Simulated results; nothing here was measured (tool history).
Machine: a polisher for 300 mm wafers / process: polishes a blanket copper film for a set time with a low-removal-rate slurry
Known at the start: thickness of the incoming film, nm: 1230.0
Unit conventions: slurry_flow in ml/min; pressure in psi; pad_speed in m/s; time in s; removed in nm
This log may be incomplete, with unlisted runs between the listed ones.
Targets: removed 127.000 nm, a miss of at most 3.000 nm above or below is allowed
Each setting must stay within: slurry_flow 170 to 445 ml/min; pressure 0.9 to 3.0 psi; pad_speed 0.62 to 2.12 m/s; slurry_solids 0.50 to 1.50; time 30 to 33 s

run,hour,slurry_flow,pressure,pad_speed,slurry_solids,time,removed
1,0.0,285,1.9,1.36,1.00,33,110.010
2,4.6,290,2.0,1.36,1.00,33,116.180
3,8.9,290,2.0,1.36,1.10,33,118.070
4,14.8,295,2.0,1.36,1.10,33,118.030
# hour 17.6: head pressure recalibrated
5,17.6,295,2.0,1.10,1.10,33,93.366
6,19.7,295,2.0,1.10,1.10,33,93.042
7,23.9,295,2.1,1.10,1.10,33,97.908
8,26.6,295,2.2,1.10,1.10,33,101.940
9,27.5,295,2.3,1.10,1.10,33,106.530
10,36.4,295,2.4,1.10,1.10,33,110.960
11,38.3,295,2.5,1.10,1.10,33,117.370

Below are 4 possible settings for the next run. Only one of them brings all results inside the allowed miss of their targets. Which is it?
A,40.2,290,2.6,1.14,1.15,32,?
B,40.2,345,2.6,1.16,1.25,32,?
C,40.2,285,2.5,1.10,1.30,33,?
D,40.2,315,2.9,1.06,1.15,33,?

move,removed
A,121.460
B,126.800
C,119.500
D,132.920
A: an improvement on the last run, though not all results are within tolerance
B: hits every target within its allowed miss
C: an improvement on the last run, though not all results are within tolerance
D: moves the result that the last run missed by most past its target, out the other side
B is the move that brings every result within its allowed miss.
